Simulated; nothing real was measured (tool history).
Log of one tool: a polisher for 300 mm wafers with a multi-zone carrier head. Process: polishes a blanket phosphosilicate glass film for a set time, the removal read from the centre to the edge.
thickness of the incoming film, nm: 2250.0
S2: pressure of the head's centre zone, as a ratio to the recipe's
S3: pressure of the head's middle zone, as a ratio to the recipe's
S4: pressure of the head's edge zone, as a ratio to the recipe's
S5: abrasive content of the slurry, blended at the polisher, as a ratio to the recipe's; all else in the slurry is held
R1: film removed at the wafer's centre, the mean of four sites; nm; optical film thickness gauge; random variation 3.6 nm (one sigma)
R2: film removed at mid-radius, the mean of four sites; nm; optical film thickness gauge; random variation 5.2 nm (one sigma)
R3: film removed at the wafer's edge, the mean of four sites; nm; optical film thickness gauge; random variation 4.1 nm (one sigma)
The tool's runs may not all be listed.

Run 1, hour 0.0: flow of slurry (ml/min) 305, S2 1.00, S3 1.00, S4 1.00, S5 1.00, polishing time (s) 72. Result: R1 829.26 nm, R2 841.91 nm, R3 825.00 nm.
Run 2, hour 2.6: flow of slurry (ml/min) 245, S2 1.00, S3 1.00, S4 1.00, S5 1.00, polishing time (s) 72. Result: R1 814.04 nm, R2 797.75 nm, R3 802.32 nm.
Run 3, hour 3.3: flow of slurry (ml/min) 240, S2 0.98, S3 0.99, S4 0.97, S5 0.90, polishing time (s) 70. Result: R1 746.22 nm, R2 751.53 nm, R3 749.21 nm.
Run 4, hour 9.1: flow of slurry (ml/min) 240, S2 0.98, S3 0.99, S4 0.97, S5 0.90, polishing time (s) 81. Result: R1 860.91 nm, R2 880.93 nm, R3 864.50 nm.
Run 5, hour 11.4: flow of slurry (ml/min) 235, S2 0.97, S3 0.98, S4 0.95, S5 0.80, polishing time (s) 76. Result: R1 760.65 nm, R2 778.98 nm, R3 766.66 nm.
Run 6, hour 13.8: flow of slurry (ml/min) 235, S2 0.96, S3 0.97, S4 0.93, S5 0.75, polishing time (s) 72. Result: R1 690.29 nm, R2 729.22 nm, R3 708.98 nm.
Run 7, hour 21.9: flow of slurry (ml/min) 230, S2 0.96, S3 0.96, S4 0.92, S5 0.70, polishing time (s) 69. Result: R1 636.30 nm, R2 651.20 nm, R3 644.81 nm.
Run 8, hour 22.9: flow of slurry (ml/min) 235, S2 0.95, S3 0.95, S4 0.90, S5 0.65, polishing time (s) 67. Result: R1 611.44 nm, R2 609.78 nm, R3 614.61 nm.
Run 9, hour 23.9: flow of slurry (ml/min) 235, S2 0.94, S3 0.95, S4 0.89, S5 0.60, polishing time (s) 66. Result: R1 574.45 nm, R2 581.23 nm, R3 585.01 nm.
Run 10, hour 31.5: flow of slurry (ml/min) 235, S2 0.93, S3 0.95, S4 0.88, S5 0.60, polishing time (s) 65. Result: R1 565.38 nm, R2 577.41 nm, R3 567.53 nm.
Run 11, hour 34.5: flow of slurry (ml/min) 235, S2 0.91, S3 0.94, S4 0.87, S5 0.60, polishing time (s) 65. Result: R1 556.24 nm, R2 573.29 nm, R3 573.80 nm.
Run 12, hour 40.5: flow of slurry (ml/min) 235, S2 0.90, S3 0.94, S4 0.86, S5 0.60, polishing time (s) 64. Result: R1 531.19 nm, R2 556.43 nm, R3 563.03 nm.
Run 13, hour 44.0: flow of slurry (ml/min) 235, S2 0.90, S3 0.94, S4 0.85, S5 0.60, polishing time (s) 63. Result: R1 524.33 nm, R2 563.26 nm, R3 543.95 nm.
Run 14, hour 51.7: flow of slurry (ml/min) 235, S2 0.90, S3 0.94, S4 0.84, S5 0.60, polishing time (s) 63. Result: R1 519.28 nm, R2 555.74 nm, R3 539.09 nm.

Forecast run 15:
Run 15, hour 54.9: flow of slurry (ml/min) 235, S2 0.90, S3 0.94, S4 0.83, S5 0.60, polishing time (s) 63. Result: R1 ?, R2 ?, R3 ?.

R1: 523.94 nm
R2: 552.48 nm
R3: 534.96 nm
